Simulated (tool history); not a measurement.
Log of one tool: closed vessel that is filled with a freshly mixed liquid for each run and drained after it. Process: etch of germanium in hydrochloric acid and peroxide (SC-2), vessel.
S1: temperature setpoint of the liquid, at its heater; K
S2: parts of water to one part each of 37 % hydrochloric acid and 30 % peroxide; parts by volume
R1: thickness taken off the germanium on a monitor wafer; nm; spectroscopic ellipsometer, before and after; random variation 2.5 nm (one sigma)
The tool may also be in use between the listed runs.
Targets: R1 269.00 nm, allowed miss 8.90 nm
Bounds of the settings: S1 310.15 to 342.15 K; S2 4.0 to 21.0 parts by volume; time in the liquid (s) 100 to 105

Run 1, hour 0.0: S1 326.15 K, S2 11.5 parts by volume, time in the liquid (s) 100. Result: R1 364.56 nm.
Run 2, hour 6.1: S1 326.15 K, S2 11.5 parts by volume, time in the liquid (s) 105. Result: R1 384.17 nm.
Run 3, hour 8.0: S1 324.15 K, S2 11.5 parts by volume, time in the liquid (s) 105. Result: R1 365.87 nm.
Run 4, hour 11.8: S1 322.65 K, S2 11.5 parts by volume, time in the liquid (s) 105. Result: R1 352.84 nm.
Run 5, hour 19.4: S1 322.65 K, S2 13.0 parts by volume, time in the liquid (s) 105. Result: R1 342.22 nm.
Run 6, hour 26.0: S1 322.65 K, S2 10.5 parts by volume, time in the liquid (s) 105. Result: R1 351.23 nm.
Run 7, hour 27.2: S1 321.15 K, S2 10.5 parts by volume, time in the liquid (s) 105. Result: R1 335.34 nm.
Run 8, hour 33.3: S1 320.15 K, S2 10.5 parts by volume, time in the liquid (s) 105. Result: R1 316.95 nm.
Run 9, hour 35.6: S1 319.65 K, S2 10.5 parts by volume, time in the liquid (s) 105. Result: R1 319.87 nm.
At hour 43.2: thermometer replaced.
Run 10, hour 43.2: S1 318.65 K, S2 10.5 parts by volume, time in the liquid (s) 105. Result: R1 298.80 nm.
Run 11, hour 44.3: S1 318.15 K, S2 10.5 parts by volume, time in the liquid (s) 105. Result: R1 293.20 nm.
Run 12, hour 50.3: S1 317.65 K, S2 10.5 parts by volume, time in the liquid (s) 105. Result: R1 279.15 nm.
Run 13, hour 56.0: S1 317.15 K, S2 10.5 parts by volume, time in the liquid (s) 105. Result: R1 279.06 nm.

Which of these 4 next moves meets every target?
Run A, hour 61.7: S1 320.65 K, S2 10.5 parts by volume, time in the liquid (s) 100. Result: R1 ?.
Run B, hour 61.7: S1 318.15 K, S2 10.5 parts by volume, time in the liquid (s) 105. Result: R1 ?.
Run C, hour 61.7: S1 317.65 K, S2 9.0 parts by volume, time in the liquid (s) 105. Result: R1 ?.
Run D, hour 61.7: S1 316.15 K, S2 13.0 parts by volume, time in the liquid (s) 105. Result: R1 ?.

move      R1
   A  301.77
   B  292.34
   C  291.35
   D  267.81
A: further off than the last run
B: further off than the last run
C: further off than the last run
D: meets every target
The right move is D.
